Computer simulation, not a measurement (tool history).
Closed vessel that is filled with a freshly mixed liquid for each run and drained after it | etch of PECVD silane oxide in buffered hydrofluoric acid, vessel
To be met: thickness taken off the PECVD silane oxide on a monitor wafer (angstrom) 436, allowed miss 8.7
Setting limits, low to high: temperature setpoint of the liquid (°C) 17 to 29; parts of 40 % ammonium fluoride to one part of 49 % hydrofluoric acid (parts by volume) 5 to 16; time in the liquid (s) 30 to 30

run,hour,temperature setpoint of the liquid (°C),parts of 40 % ammonium fluoride to one part of 49 % hydrofluoric acid (parts by volume),time in the liquid (s),thickness taken off the PECVD silane oxide on a monitor wafer (angstrom)
1,0,21,9.5,30,539.9
2,3.1,20,9.5,30,516.64
3,6.3,20,8,30,612.59
4,13.4,23,8,30,718.5
5,16.6,24.5,8,30,774.34
6,21.6,22.5,8.5,30,654.93
7,22.3,21,9,30,563.34
8,29.3,20,9,30,531.09
9,31.1,19.5,9,30,517.25
10,34.3,19,9,30,502.48
11,38.6,18.5,9,30,493.66
12,44.9,18,9,30,476.85
13,45.5,17.5,9,30,467.67
14,51.6,17,9,30,451.45

Exactly one of the 4 candidate moves below puts every result within its allowed miss. Which one?
A,57.7,17,8.5,30,?
B,57.7,17,10,30,?
C,57.7,17.5,10,30,?
D,57.7,17.5,9,30,?

move,thickness taken off the PECVD silane oxide on a monitor wafer (angstrom)
A,475.03
B,417.73
C,429.81
D,459.32
A: moves away from the targets compared with the last run
B: moves the result that the last run missed by most past its target, out the other side
C: hits every target within its allowed miss
D: moves away from the targets compared with the last run
Correct choice: C, which meets every target

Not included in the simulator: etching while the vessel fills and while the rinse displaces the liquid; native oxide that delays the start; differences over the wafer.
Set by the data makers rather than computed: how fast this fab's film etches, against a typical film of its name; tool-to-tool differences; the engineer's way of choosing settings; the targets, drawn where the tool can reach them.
